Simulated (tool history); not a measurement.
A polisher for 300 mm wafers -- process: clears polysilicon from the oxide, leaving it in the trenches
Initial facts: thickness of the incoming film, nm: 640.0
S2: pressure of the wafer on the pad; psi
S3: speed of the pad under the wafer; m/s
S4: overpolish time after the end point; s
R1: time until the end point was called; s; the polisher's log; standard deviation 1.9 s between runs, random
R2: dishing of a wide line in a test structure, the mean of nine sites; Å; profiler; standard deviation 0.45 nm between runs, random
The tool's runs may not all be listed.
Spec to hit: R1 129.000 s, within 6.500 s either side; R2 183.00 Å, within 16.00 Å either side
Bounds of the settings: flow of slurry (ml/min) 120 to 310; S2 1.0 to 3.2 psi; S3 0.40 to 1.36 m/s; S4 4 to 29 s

run 1 hour=0.0 | flow_of_slurry_(ml/min)=200 S2=2.1 S3=0.88 S4=15 | R1=60.538 R2=478.05
run 2 hour=2.2 | flow_of_slurry_(ml/min)=200 S2=2.1 S3=0.88 S4=9 | R1=62.269 R2=408.57
run 3 hour=5.9 | flow_of_slurry_(ml/min)=200 S2=1.8 S3=0.82 S4=8 | R1=74.432 R2=332.07
run 4 hour=13.5 | flow_of_slurry_(ml/min)=200 S2=1.8 S3=0.82 S4=13 | R1=74.447 R2=433.83
run 5 hour=16.7 | flow_of_slurry_(ml/min)=180 S2=1.8 S3=0.82 S4=13 | R1=78.257 R2=427.71
run 6 hour=25.1 | flow_of_slurry_(ml/min)=215 S2=1.6 S3=0.72 S4=11 | R1=94.670 R2=363.16
run 7 hour=30.4 | flow_of_slurry_(ml/min)=240 S2=1.4 S3=0.70 S4=9 | R1=107.780 R2=310.68
run 8 hour=39.4 | flow_of_slurry_(ml/min)=260 S2=1.3 S3=0.70 S4=8 | R1=115.990 R2=274.28
run 9 hour=41.8 | flow_of_slurry_(ml/min)=275 S2=1.2 S3=0.72 S4=7 | R1=120.990 R2=244.66
run 10 hour=48.9 | flow_of_slurry_(ml/min)=285 S2=1.1 S3=0.74 S4=6 | R1=127.230 R2=215.17

Exactly one of the 4 candidate moves below puts every result within its allowed miss. Which one?
run A hour=56.0 | flow_of_slurry_(ml/min)=285 S2=1.0 S3=0.86 S4=9 | R1=? R2=?
run B hour=56.0 | flow_of_slurry_(ml/min)=290 S2=1.0 S3=0.82 S4=5 | R1=? R2=?
run C hour=56.0 | flow_of_slurry_(ml/min)=280 S2=1.3 S3=0.60 S4=10 | R1=? R2=?
run D hour=56.0 | flow_of_slurry_(ml/min)=310 S2=1.0 S3=0.78 S4=4 | R1=? R2=?

move=A R1=121.470 R2=298.63
move=B R1=127.000 R2=192.88
move=C R1=134.280 R2=299.54
move=D R1=132.510 R2=156.15
A: moves away from the targets compared with the last run
B: all results in spec
C: moves away from the targets compared with the last run
D: pushes the last run's worst result past its target
The move that meets every target is B.

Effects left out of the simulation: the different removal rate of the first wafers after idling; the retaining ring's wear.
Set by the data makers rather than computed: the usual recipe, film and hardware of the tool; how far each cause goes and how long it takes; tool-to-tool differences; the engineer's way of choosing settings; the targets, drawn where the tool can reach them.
